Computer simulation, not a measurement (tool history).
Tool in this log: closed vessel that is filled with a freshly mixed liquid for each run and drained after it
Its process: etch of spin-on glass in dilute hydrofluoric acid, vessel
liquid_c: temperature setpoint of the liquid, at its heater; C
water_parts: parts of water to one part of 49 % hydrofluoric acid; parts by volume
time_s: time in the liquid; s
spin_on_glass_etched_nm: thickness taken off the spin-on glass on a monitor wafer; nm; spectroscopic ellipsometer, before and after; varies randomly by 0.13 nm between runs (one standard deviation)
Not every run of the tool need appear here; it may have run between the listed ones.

Run 1, hour 0: liquid_c 24 C, water_parts 85 parts by volume, time_s 60 s. Result: spin_on_glass_etched_nm 26.238 nm.
Run 2, hour 8: liquid_c 22.5 C, water_parts 90 parts by volume, time_s 60 s. Result: spin_on_glass_etched_nm 23.035 nm.
Run 3, hour 11.7: liquid_c 20.5 C, water_parts 90 parts by volume, time_s 60 s. Result: spin_on_glass_etched_nm 21.335 nm.
Run 4, hour 19.9: liquid_c 20 C, water_parts 90 parts by volume, time_s 60 s. Result: spin_on_glass_etched_nm 21.075 nm.
Run 5, hour 26.5: liquid_c 19.5 C, water_parts 90 parts by volume, time_s 60 s. Result: spin_on_glass_etched_nm 20.703 nm.
Run 6, hour 27.3: liquid_c 19 C, water_parts 90 parts by volume, time_s 60 s. Result: spin_on_glass_etched_nm 19.967 nm.
Run 7, hour 36.6: liquid_c 18.5 C, water_parts 90 parts by volume, time_s 60 s. Result: spin_on_glass_etched_nm 19.707 nm.
Run 8, hour 37.9: liquid_c 18 C, water_parts 90 parts by volume, time_s 60 s. Result: spin_on_glass_etched_nm 19.484 nm.

Predict the results of run 9:
Run 9, hour 47.2: liquid_c 17.5 C, water_parts 95 parts by volume, time_s 60 s. Result: spin_on_glass_etched_nm ?.

spin_on_glass_etched_nm: 17.883 nm
